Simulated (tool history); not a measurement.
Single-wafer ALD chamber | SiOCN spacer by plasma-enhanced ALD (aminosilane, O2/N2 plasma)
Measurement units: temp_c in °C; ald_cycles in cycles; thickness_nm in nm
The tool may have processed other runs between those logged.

run  hour  temp_c  ald_cycles  thickness_nm
  1     0     390          46        2.9667
  2   3.3     380          46        2.9665
  3   9.3     380          47        3.0612
  4    18     380          48        3.1157
  5  19.9     380          49        3.2158
  6  28.6     388          49        3.1736
  7  33.4     388          50        3.2238
  8  37.1     388          51        3.2941

Run 9, settings as shown, results not yet in. Your forecast:
  9  44.6     388          51             ?

For run 9 the tool returned thickness_nm 3.3104 nm.

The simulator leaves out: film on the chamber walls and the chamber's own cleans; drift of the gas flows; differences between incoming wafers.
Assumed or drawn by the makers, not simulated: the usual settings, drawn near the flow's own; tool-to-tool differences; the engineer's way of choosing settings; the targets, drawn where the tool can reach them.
